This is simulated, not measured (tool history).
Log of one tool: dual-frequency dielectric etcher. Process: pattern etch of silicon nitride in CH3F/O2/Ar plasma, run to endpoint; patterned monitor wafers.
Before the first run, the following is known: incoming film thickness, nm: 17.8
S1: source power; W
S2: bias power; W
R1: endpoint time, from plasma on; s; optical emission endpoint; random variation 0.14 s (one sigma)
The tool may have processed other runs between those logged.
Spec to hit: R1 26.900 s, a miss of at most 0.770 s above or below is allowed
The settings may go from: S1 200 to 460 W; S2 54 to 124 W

{"run": 1, "hour": 0.0, "S1": 330, "S2": 89, "R1": 22.064}
{"run": 2, "hour": 8.2, "S1": 300, "S2": 83, "R1": 23.83}
{"run": 3, "hour": 9.1, "S1": 280, "S2": 81, "R1": 24.873}
{"run": 4, "hour": 17.4, "S1": 270, "S2": 80, "R1": 25.065}
{"run": 5, "hour": 24.3, "S1": 320, "S2": 80, "R1": 23.192}
{"run": 6, "hour": 32.9, "S1": 370, "S2": 80, "R1": 21.586}
{"run": 7, "hour": 35.6, "S1": 330, "S2": 77, "R1": 23.115}
{"run": 8, "hour": 39.4, "S1": 310, "S2": 75, "R1": 24.138}
{"run": 9, "hour": 42.4, "S1": 290, "S2": 74, "R1": 24.958}
{"run": 10, "hour": 49.8, "S1": 280, "S2": 73, "R1": 25.331}

Of the 5 settings listed for the next run, only one would bring every result within its allowed miss of target. Which one?
{"run": "A", "hour": 57.2, "S1": 240, "S2": 65, "R1": "?"}
{"run": "B", "hour": 57.2, "S1": 300, "S2": 75, "R1": "?"}
{"run": "C", "hour": 57.2, "S1": 220, "S2": 90, "R1": "?"}
{"run": "D", "hour": 57.2, "S1": 310, "S2": 73, "R1": "?"}
{"run": "E", "hour": 57.2, "S1": 250, "S2": 56, "R1": "?"}

move=A R1=28.041
move=B R1=24.109
move=C R1=26.906
move=D R1=23.892
move=E R1=28.456
A: moves the result that the last run missed by most past its target, out the other side
B: misses by more than the last run did
C: every result within its allowed miss
D: misses by more than the last run did
E: moves the result that the last run missed by most past its target, out the other side
So the answer is move C, the one that meets all the targets.
